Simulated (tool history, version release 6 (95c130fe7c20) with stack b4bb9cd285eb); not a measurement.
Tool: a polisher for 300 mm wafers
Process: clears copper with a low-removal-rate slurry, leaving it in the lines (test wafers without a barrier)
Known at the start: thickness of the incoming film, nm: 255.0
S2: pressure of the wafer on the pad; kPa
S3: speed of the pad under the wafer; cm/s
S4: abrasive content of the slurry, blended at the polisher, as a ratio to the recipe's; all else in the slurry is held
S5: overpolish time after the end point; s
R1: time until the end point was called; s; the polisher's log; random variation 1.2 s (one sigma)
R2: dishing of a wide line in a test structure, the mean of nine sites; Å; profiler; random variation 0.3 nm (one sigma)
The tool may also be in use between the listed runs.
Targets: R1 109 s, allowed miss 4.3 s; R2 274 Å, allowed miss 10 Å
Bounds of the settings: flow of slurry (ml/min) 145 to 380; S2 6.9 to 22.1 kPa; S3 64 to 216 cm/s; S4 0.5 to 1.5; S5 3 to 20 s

{"run": 1, "hour": 0.0, "flow of slurry (ml/min)": 245, "S2": 14.5, "S3": 140, "S4": 1, "S5": 10, "R1": 87.678, "R2": 215.83}
{"run": 2, "hour": 7.6, "flow of slurry (ml/min)": 245, "S2": 13.8, "S3": 140, "S4": 1, "S5": 11, "R1": 90.982, "R2": 224.32}
{"run": 3, "hour": 14.7, "flow of slurry (ml/min)": 245, "S2": 13.8, "S3": 140, "S4": 1, "S5": 9, "R1": 91.927, "R2": 190.63}
{"run": 4, "hour": 22.1, "flow of slurry (ml/min)": 245, "S2": 13.8, "S3": 140, "S4": 1, "S5": 10, "R1": 92.829, "R2": 209.52}
{"run": 5, "hour": 29.8, "flow of slurry (ml/min)": 245, "S2": 13.8, "S3": 140, "S4": 1, "S5": 8, "R1": 91.575, "R2": 172.54}
{"run": 6, "hour": 31.5, "flow of slurry (ml/min)": 245, "S2": 13.8, "S3": 126, "S4": 1, "S5": 8, "R1": 101.35, "R2": 159.2}
{"run": 7, "hour": 38.4, "flow of slurry (ml/min)": 245, "S2": 13.8, "S3": 126, "S4": 1, "S5": 9, "R1": 100.64, "R2": 176.09}
{"run": 8, "hour": 42.0, "flow of slurry (ml/min)": 230, "S2": 12.4, "S3": 124, "S4": 1, "S5": 14, "R1": 113, "R2": 228.73}
{"run": 9, "hour": 44.7, "flow of slurry (ml/min)": 240, "S2": 12.4, "S3": 124, "S4": 1, "S5": 15, "R1": 113.94, "R2": 248.27}

Which of these 4 next moves meets every target?
{"run": "A", "hour": 47.4, "flow of slurry (ml/min)": 235, "S2": 13.8, "S3": 126, "S4": 1, "S5": 15, "R1": "?", "R2": "?"}
{"run": "B", "hour": 47.4, "flow of slurry (ml/min)": 265, "S2": 14.5, "S3": 124, "S4": 0.95, "S5": 16, "R1": "?", "R2": "?"}
{"run": "C", "hour": 47.4, "flow of slurry (ml/min)": 325, "S2": 11.7, "S3": 120, "S4": 0.9, "S5": 16, "R1": "?", "R2": "?"}
{"run": "D", "hour": 47.4, "flow of slurry (ml/min)": 220, "S2": 15.2, "S3": 112, "S4": 0.8, "S5": 16, "R1": "?", "R2": "?"}

move=A R1=99.883 R2=273.02
move=B R1=96.903 R2=295.17
move=C R1=122.04 R2=242.47
move=D R1=107.05 R2=273.28
A: brings the result that was furthest off to its target, and leaves another outside
B: takes the result that was furthest off past its target
C: further off than the last run
D: meets every target
Move D is the one to make.

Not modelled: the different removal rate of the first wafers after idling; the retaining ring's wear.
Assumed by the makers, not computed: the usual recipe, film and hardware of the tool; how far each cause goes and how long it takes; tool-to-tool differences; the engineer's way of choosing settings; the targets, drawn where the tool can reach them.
